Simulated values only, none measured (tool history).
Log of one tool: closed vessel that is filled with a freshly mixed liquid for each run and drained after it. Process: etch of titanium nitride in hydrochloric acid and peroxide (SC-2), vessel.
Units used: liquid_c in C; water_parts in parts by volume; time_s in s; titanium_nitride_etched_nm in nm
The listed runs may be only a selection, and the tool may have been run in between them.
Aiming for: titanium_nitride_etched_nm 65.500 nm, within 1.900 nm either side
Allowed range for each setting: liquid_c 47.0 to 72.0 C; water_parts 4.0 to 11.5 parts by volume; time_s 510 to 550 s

run,day,liquid_c,water_parts,time_s,titanium_nitride_etched_nm
1,0.000,63.0,6.5,510,51.408
2,0.325,57.5,6.5,510,36.299
3,0.454,58.5,6.5,510,39.079
4,0.554,58.5,5.5,510,44.406
5,0.717,59.5,5.5,510,47.274
6,1.038,60.0,5.5,510,48.260
7,1.238,60.5,5.5,510,50.596
8,1.404,65.5,5.5,510,68.023

Below are 4 possible settings for the next run. Only one of them brings all results inside the allowed miss of their targets. Which is it?
A,1.571,65.5,7.0,545,?
B,1.571,61.0,4.0,525,?
C,1.571,64.0,6.0,525,?
D,1.571,65.0,6.5,550,?

move,titanium_nitride_etched_nm
A,60.142
B,65.885
C,59.480
D,62.340
A: carries the result that was furthest off beyond its target, to the other side
B: hits every target within its allowed miss
C: carries the result that was furthest off beyond its target, to the other side
D: carries the result that was furthest off beyond its target, to the other side
Go with B: it meets all targets.
